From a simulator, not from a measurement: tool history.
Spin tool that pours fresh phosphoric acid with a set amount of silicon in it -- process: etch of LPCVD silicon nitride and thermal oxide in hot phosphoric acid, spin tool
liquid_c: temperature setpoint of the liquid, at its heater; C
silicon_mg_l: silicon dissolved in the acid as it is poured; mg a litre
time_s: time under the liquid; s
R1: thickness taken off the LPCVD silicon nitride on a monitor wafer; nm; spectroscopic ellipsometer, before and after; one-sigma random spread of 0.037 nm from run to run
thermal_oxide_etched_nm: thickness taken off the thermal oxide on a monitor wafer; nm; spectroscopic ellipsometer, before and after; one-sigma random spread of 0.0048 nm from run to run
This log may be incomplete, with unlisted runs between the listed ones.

run 1 hour=0.0 | liquid_c=161.0 silicon_mg_l=25.5 time_s=105 | R1=7.7988 thermal_oxide_etched_nm=0.181020
run 2 hour=6.1 | liquid_c=161.0 silicon_mg_l=25.5 time_s=90 | R1=6.6859 thermal_oxide_etched_nm=0.161930
run 3 hour=14.7 | liquid_c=159.5 silicon_mg_l=33.0 time_s=85 | R1=6.0090 thermal_oxide_etched_nm=0.072639
run 4 hour=18.1 | liquid_c=159.0 silicon_mg_l=34.0 time_s=80 | R1=5.6157 thermal_oxide_etched_nm=0.057662
run 5 hour=26.6 | liquid_c=159.0 silicon_mg_l=22.0 time_s=80 | R1=5.5815 thermal_oxide_etched_nm=0.104630
-- hour=35.5 dissolved silicon flow meter replaced
run 6 hour=35.5 | liquid_c=158.5 silicon_mg_l=26.0 time_s=75 | R1=5.1830 thermal_oxide_etched_nm=0.091669

Estimate the outcome of run 7 from the log above:
run 7 hour=36.5 | liquid_c=158.0 silicon_mg_l=30.5 time_s=75 | R1=? thermal_oxide_etched_nm=?

{"run 7": {"R1": 5.0889, "thermal_oxide_etched_nm": 0.10346}}

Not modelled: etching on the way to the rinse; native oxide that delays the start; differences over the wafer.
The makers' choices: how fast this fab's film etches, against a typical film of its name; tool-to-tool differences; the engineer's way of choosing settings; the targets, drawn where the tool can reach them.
